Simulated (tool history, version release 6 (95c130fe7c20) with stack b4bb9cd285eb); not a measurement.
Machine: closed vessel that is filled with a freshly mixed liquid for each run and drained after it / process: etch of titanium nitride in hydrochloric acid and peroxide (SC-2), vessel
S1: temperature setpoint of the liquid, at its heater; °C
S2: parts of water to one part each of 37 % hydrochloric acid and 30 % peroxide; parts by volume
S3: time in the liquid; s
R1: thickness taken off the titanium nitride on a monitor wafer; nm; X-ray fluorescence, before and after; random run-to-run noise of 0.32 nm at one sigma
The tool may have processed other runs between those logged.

Run 1, hour 0: S1 45 °C, S2 11.5 parts by volume, S3 1585 s. Result: R1 19.585 nm.
Run 2, hour 8.6: S1 49 °C, S2 11 parts by volume, S3 1585 s. Result: R1 26.65 nm.
Run 3, hour 12.9: S1 52 °C, S2 10.5 parts by volume, S3 1585 s. Result: R1 33.687 nm.
Run 4, hour 18.1: S1 52 °C, S2 13 parts by volume, S3 1585 s. Result: R1 28.103 nm.
Run 5, hour 19.6: S1 52 °C, S2 15 parts by volume, S3 1585 s. Result: R1 24.838 nm.
Run 6, hour 22.9: S1 52 °C, S2 12 parts by volume, S3 1585 s. Result: R1 30.101 nm.
Run 7, hour 27.1: S1 54.5 °C, S2 11.5 parts by volume, S3 1585 s. Result: R1 36.869 nm.
Run 8, hour 27.9: S1 56 °C, S2 11 parts by volume, S3 1585 s. Result: R1 42.381 nm.
Run 9, hour 30.3: S1 57.5 °C, S2 10.5 parts by volume, S3 1585 s. Result: R1 48.204 nm.
Run 10, hour 32.5: S1 58.5 °C, S2 10 parts by volume, S3 1585 s. Result: R1 53.731 nm.
Run 11, hour 39.5: S1 59 °C, S2 10 parts by volume, S3 1585 s. Result: R1 55.229 nm.
Run 12, hour 42.8: S1 59.5 °C, S2 10 parts by volume, S3 1585 s. Result: R1 57.121 nm.
Run 13, hour 46.4: S1 59.5 °C, S2 10 parts by volume, S3 1585 s. Result: R1 57.664 nm.

Run 14, settings as shown, results not yet in. Your forecast:
Run 14, hour 53.1: S1 60 °C, S2 10 parts by volume, S3 1585 s. Result: R1 ?.

R1: 59.358 nm

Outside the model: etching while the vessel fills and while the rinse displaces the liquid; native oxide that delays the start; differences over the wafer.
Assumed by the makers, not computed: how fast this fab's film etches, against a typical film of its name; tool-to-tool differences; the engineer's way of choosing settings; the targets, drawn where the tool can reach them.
